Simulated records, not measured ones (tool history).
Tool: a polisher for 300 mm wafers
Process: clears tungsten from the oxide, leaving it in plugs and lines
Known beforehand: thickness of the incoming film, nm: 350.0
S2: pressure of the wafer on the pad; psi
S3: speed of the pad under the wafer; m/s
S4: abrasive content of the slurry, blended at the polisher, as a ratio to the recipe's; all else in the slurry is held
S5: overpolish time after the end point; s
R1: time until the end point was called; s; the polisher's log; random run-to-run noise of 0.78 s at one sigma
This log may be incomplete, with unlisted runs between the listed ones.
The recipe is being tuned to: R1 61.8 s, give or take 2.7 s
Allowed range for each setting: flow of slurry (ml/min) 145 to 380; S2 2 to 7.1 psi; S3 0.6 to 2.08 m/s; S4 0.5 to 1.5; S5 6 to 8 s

run 1 hour=0 | flow_of_slurry_(ml/min)=245 S2=4.5 S3=1.34 S4=1 S5=8 | R1=47.85
run 2 hour=6.6 | flow_of_slurry_(ml/min)=245 S2=4.5 S3=1.34 S4=1 S5=6 | R1=48.307
run 3 hour=7.6 | flow_of_slurry_(ml/min)=245 S2=5.4 S3=1.34 S4=1 S5=6 | R1=41.611
run 4 hour=10.2 | flow_of_slurry_(ml/min)=220 S2=5.4 S3=1.34 S4=1 S5=6 | R1=40.856
run 5 hour=14.5 | flow_of_slurry_(ml/min)=220 S2=5.4 S3=1.18 S4=1 S5=6 | R1=47.443
run 6 hour=21.9 | flow_of_slurry_(ml/min)=220 S2=5.1 S3=1.18 S4=1 S5=6 | R1=48.795
run 7 hour=26.3 | flow_of_slurry_(ml/min)=220 S2=5.1 S3=1.18 S4=1 S5=6 | R1=49.947
run 8 hour=28.1 | flow_of_slurry_(ml/min)=220 S2=5.1 S3=1.18 S4=1 S5=6 | R1=49.631
run 9 hour=35.1 | flow_of_slurry_(ml/min)=220 S2=4.8 S3=1.18 S4=1 S5=6 | R1=51.443
run 10 hour=38.6 | flow_of_slurry_(ml/min)=220 S2=4.5 S3=1.18 S4=1 S5=6 | R1=55.752
run 11 hour=42.9 | flow_of_slurry_(ml/min)=220 S2=4.4 S3=1.18 S4=1 S5=6 | R1=56.625
run 12 hour=51.8 | flow_of_slurry_(ml/min)=220 S2=4.3 S3=1.18 S4=1 S5=6 | R1=57.634
run 13 hour=59.5 | flow_of_slurry_(ml/min)=220 S2=4.2 S3=1.18 S4=1 S5=6 | R1=57.565
run 14 hour=62 | flow_of_slurry_(ml/min)=220 S2=4.2 S3=1.18 S4=1 S5=6 | R1=57.997

Of the 5 settings listed for the next run, only one would bring every result within its allowed miss of target. Which one?
run A hour=64.5 | flow_of_slurry_(ml/min)=255 S2=4.5 S3=1.16 S4=1.15 S5=8 | R1=?
run B hour=64.5 | flow_of_slurry_(ml/min)=245 S2=4.1 S3=1.38 S4=1.1 S5=6 | R1=?
run C hour=64.5 | flow_of_slurry_(ml/min)=185 S2=4.6 S3=1.14 S4=1.1 S5=6 | R1=?
run D hour=64.5 | flow_of_slurry_(ml/min)=210 S2=4 S3=1.3 S4=0.95 S5=8 | R1=?
run E hour=64.5 | flow_of_slurry_(ml/min)=225 S2=3.7 S3=1.24 S4=1 S5=6 | R1=?

move=A R1=52.285
move=B R1=48.577
move=C R1=54.404
move=D R1=55.373
move=E R1=60.682
A: its largest miss is bigger than the last run's
B: its largest miss is bigger than the last run's
C: its largest miss is bigger than the last run's
D: its largest miss is bigger than the last run's
E: each result inside its tolerance
E meets every target.

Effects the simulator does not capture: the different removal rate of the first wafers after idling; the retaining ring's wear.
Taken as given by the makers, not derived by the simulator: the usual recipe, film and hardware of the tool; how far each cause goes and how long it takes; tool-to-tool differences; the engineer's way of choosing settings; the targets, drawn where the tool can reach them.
